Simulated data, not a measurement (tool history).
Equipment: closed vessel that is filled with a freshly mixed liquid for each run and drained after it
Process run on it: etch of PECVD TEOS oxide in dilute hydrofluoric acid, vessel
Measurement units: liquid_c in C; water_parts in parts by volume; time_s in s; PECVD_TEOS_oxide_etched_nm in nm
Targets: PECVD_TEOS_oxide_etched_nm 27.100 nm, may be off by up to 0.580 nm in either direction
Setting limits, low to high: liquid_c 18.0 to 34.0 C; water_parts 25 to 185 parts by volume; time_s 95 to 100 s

{"run": 1, "hour": 0.0, "liquid_c": 26.0, "water_parts": 105, "time_s": 95, "PECVD_TEOS_oxide_etched_nm": 19.756}
{"run": 2, "hour": 0.6, "liquid_c": 26.0, "water_parts": 105, "time_s": 100, "PECVD_TEOS_oxide_etched_nm": 20.797}
{"run": 3, "hour": 2.4, "liquid_c": 23.0, "water_parts": 105, "time_s": 100, "PECVD_TEOS_oxide_etched_nm": 18.564}
{"run": 4, "hour": 5.1, "liquid_c": 23.0, "water_parts": 105, "time_s": 95, "PECVD_TEOS_oxide_etched_nm": 17.743}
{"run": 5, "hour": 10.7, "liquid_c": 25.5, "water_parts": 105, "time_s": 95, "PECVD_TEOS_oxide_etched_nm": 19.299}
{"run": 6, "hour": 19.2, "liquid_c": 24.5, "water_parts": 105, "time_s": 95, "PECVD_TEOS_oxide_etched_nm": 18.386}
{"run": 7, "hour": 25.0, "liquid_c": 26.5, "water_parts": 105, "time_s": 95, "PECVD_TEOS_oxide_etched_nm": 20.193}
{"run": 8, "hour": 28.6, "liquid_c": 28.0, "water_parts": 105, "time_s": 95, "PECVD_TEOS_oxide_etched_nm": 21.24}
{"run": 9, "hour": 30.6, "liquid_c": 29.5, "water_parts": 105, "time_s": 95, "PECVD_TEOS_oxide_etched_nm": 22.676}
{"run": 10, "hour": 34.7, "liquid_c": 30.5, "water_parts": 105, "time_s": 95, "PECVD_TEOS_oxide_etched_nm": 23.256}
{"run": 11, "hour": 41.6, "liquid_c": 31.0, "water_parts": 105, "time_s": 95, "PECVD_TEOS_oxide_etched_nm": 23.686}
{"run": 12, "hour": 47.4, "liquid_c": 31.5, "water_parts": 105, "time_s": 95, "PECVD_TEOS_oxide_etched_nm": 24.517}
{"run": 13, "hour": 54.8, "liquid_c": 32.0, "water_parts": 105, "time_s": 95, "PECVD_TEOS_oxide_etched_nm": 24.825}
{"run": 14, "hour": 56.6, "liquid_c": 32.0, "water_parts": 105, "time_s": 95, "PECVD_TEOS_oxide_etched_nm": 24.771}
{"run": 15, "hour": 62.0, "liquid_c": 32.5, "water_parts": 105, "time_s": 95, "PECVD_TEOS_oxide_etched_nm": 25.242}
{"run": 16, "hour": 68.1, "liquid_c": 33.0, "water_parts": 105, "time_s": 95, "PECVD_TEOS_oxide_etched_nm": 25.574}
{"run": 17, "hour": 77.0, "liquid_c": 33.5, "water_parts": 105, "time_s": 95, "PECVD_TEOS_oxide_etched_nm": 26.1}

Exactly one of the 5 candidate moves below puts every result within its allowed miss. Which one?
{"run": "A", "hour": 85.9, "liquid_c": 31.0, "water_parts": 95, "time_s": 100, "PECVD_TEOS_oxide_etched_nm": "?"}
{"run": "B", "hour": 85.9, "liquid_c": 30.0, "water_parts": 95, "time_s": 100, "PECVD_TEOS_oxide_etched_nm": "?"}
{"run": "C", "hour": 85.9, "liquid_c": 31.5, "water_parts": 105, "time_s": 100, "PECVD_TEOS_oxide_etched_nm": "?"}
{"run": "D", "hour": 85.9, "liquid_c": 33.5, "water_parts": 110, "time_s": 100, "PECVD_TEOS_oxide_etched_nm": "?"}
{"run": "E", "hour": 85.9, "liquid_c": 30.0, "water_parts": 100, "time_s": 100, "PECVD_TEOS_oxide_etched_nm": "?"}

move=A PECVD_TEOS_oxide_etched_nm=28.333
move=B PECVD_TEOS_oxide_etched_nm=27.291
move=C PECVD_TEOS_oxide_etched_nm=25.737
move=D PECVD_TEOS_oxide_etched_nm=26.226
move=E PECVD_TEOS_oxide_etched_nm=25.743
A: pushes the last run's worst result past its target
B: each result inside its tolerance
C: lands further from the targets than the last run did
D: closes in on the targets versus the last run, not all within tolerance yet
E: lands further from the targets than the last run did
So the answer is move B, the one that meets all the targets.
